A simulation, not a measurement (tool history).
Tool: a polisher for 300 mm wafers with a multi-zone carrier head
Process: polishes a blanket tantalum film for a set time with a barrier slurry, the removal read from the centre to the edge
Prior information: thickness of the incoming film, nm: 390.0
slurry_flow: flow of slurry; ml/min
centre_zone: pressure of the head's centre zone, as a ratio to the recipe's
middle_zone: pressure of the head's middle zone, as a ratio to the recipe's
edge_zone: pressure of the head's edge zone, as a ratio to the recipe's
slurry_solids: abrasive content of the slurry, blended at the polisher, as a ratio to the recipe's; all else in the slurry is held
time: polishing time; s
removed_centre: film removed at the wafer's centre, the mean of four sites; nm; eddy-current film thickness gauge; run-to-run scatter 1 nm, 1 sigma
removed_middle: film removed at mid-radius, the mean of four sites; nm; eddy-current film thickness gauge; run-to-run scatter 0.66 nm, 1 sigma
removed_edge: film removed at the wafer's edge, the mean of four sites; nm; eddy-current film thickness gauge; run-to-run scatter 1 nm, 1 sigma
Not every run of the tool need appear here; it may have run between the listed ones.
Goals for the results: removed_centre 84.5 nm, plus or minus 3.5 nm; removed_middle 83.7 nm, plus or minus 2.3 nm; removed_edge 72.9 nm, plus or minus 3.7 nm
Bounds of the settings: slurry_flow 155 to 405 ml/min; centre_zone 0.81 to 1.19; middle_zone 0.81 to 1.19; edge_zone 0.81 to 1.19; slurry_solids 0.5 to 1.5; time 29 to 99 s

run	hour	slurry_flow	centre_zone	middle_zone	edge_zone	slurry_solids	time	removed_centre	removed_middle	removed_edge
1	0	260	1	1	1	1	64	89.833	88.45	88.919
2	5.5	295	1	1	1	1	64	92.084	88.549	89.918
3	8.2	295	1	1	1	0.8	64	86.813	85.001	82.472
4	8.9	295	1	1	1	0.6	64	77.544	77.227	75.579
5	12.4	295	1	1	1	0.6	70	84.504	85.309	82.325
6	13.7	295	1	1	1	0.5	70	80.496	78.723	78.843
7	20.3	305	1.01	1.01	0.98	0.5	70	78.677	79.029	79.928
8	26.9	285	1.01	1.02	1.02	0.5	69	78.938	79.69	78.04
9	35.7	285	1.04	1.05	1.04	0.5	68	80.629	79.44	77.691
10	43.9	280	1.06	1.07	1.02	0.5	68	79.845	80.496	76.268
11	49.2	325	1.16	1.11	0.93	0.5	68	89.878	84.89	74.163
12	54.9	320	1.15	1.11	0.93	0.5	68	90.652	84.143	73.569
13	61.3	320	1.14	1.11	0.93	0.5	68	88.481	84.599	74.159
14	62.9	320	1.14	1.11	0.93	0.5	68	87.203	83.889	72.683

Next run, 4 choices. One meets every target within its allowed miss, the rest don't. Which?
A	64.5	320	1.17	1.12	0.97	0.5	69	?	?	?
B	64.5	315	1.12	1.13	0.96	0.5	66	?	?	?
C	64.5	325	1.14	1.09	1.06	0.5	65	?	?	?
D	64.5	225	1.16	1.03	0.93	0.5	71	?	?	?

move	removed_centre	removed_middle	removed_edge
A	91.055	86.557	76.831
B	83.561	83.339	73.046
C	83.858	79.768	75.674
D	89.503	80.181	75.643
A: misses by more than the last run did
B: each result inside its tolerance
C: the worst result of the last run now meets its target, but another is out of spec
D: misses by more than the last run did
Move B is the one to make.

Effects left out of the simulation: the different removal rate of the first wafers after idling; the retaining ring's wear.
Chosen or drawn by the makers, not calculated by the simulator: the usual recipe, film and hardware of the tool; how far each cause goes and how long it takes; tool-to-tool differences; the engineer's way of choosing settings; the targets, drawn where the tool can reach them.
